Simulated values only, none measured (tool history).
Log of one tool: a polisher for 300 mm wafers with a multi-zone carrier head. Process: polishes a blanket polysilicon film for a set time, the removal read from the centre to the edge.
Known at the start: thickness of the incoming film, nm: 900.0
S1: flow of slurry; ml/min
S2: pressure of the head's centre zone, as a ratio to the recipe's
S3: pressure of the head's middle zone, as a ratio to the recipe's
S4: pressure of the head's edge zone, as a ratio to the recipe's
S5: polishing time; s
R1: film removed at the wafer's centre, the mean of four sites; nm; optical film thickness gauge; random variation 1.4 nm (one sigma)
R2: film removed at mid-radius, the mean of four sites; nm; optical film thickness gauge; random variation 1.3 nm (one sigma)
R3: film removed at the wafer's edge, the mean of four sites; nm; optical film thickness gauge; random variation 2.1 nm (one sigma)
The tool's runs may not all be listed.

Run 1, hour 0.0: S1 240 ml/min, S2 1.00, S3 1.00, S4 1.00, S5 59 s. Result: R1 344.67 nm, R2 351.34 nm, R3 350.01 nm.
Run 2, hour 8.8: S1 240 ml/min, S2 1.00, S3 1.07, S4 1.00, S5 59 s. Result: R1 348.63 nm, R2 373.99 nm, R3 341.79 nm.
Run 3, hour 10.8: S1 240 ml/min, S2 0.96, S3 1.07, S4 1.00, S5 59 s. Result: R1 328.40 nm, R2 369.89 nm, R3 347.98 nm.
Run 4, hour 19.8: S1 235 ml/min, S2 0.96, S3 1.04, S4 0.96, S5 50 s. Result: R1 281.97 nm, R2 305.88 nm, R3 291.04 nm.
Run 5, hour 27.9: S1 285 ml/min, S2 0.96, S3 1.04, S4 0.96, S5 50 s. Result: R1 284.90 nm, R2 310.97 nm, R3 295.86 nm.
Run 6, hour 35.9: S1 285 ml/min, S2 0.96, S3 1.01, S4 0.96, S5 50 s. Result: R1 286.77 nm, R2 307.05 nm, R3 296.48 nm.
Run 7, hour 39.2: S1 275 ml/min, S2 0.96, S3 0.99, S4 0.92, S5 44 s. Result: R1 250.87 nm, R2 265.96 nm, R3 255.99 nm.

Run 8 comes next. What will it give?
Run 8, hour 42.9: S1 220 ml/min, S2 0.95, S3 0.89, S4 0.82, S5 34 s. Result: R1 ?, R2 ?, R3 ?.

Run 8 gave R1 185.08 nm, R2 181.78 nm, R3 184.59 nm.
